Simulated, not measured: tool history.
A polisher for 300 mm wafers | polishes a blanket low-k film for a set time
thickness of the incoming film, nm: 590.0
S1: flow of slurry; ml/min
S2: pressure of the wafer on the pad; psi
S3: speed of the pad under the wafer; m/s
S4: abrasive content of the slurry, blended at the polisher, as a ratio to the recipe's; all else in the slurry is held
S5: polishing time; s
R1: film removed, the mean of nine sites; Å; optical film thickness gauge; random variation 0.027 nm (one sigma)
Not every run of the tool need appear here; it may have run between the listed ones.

run  hour   S1   S2    S3    S4  S5      R1
  1   0.0  240  1.5  1.06  1.00  22  72.791
  2   4.9  240  1.4  0.98  1.00  22  66.315
  3   6.2  240  1.4  1.24  1.00  22  74.872
  4   9.1  240  1.4  0.98  1.00  22  66.717
  5  17.8  240  1.1  0.98  1.00  22  52.315
  6  25.4  240  1.0  0.92  0.95  22  45.322
  7  29.3  240  1.0  0.86  0.95  22  44.270
  8  37.0  240  1.0  0.82  0.95  22  43.184
  9  37.5  240  1.0  0.82  0.95  22  43.069
 10  41.1  240  1.0  0.78  0.95  22  41.464
 11  42.1  235  0.7  0.48  0.90  22  24.084
 12  47.5  245  0.8  0.48  0.90  22  27.575
 13  52.1  240  0.8  0.48  0.90  22  27.700
 14  57.6  235  0.8  0.48  0.90  22  27.444

What does the tool deliver on the next run?
 15  58.2  230  0.8  0.48  0.90  22   ?

Run 15 yielded R1 27.496 Å.
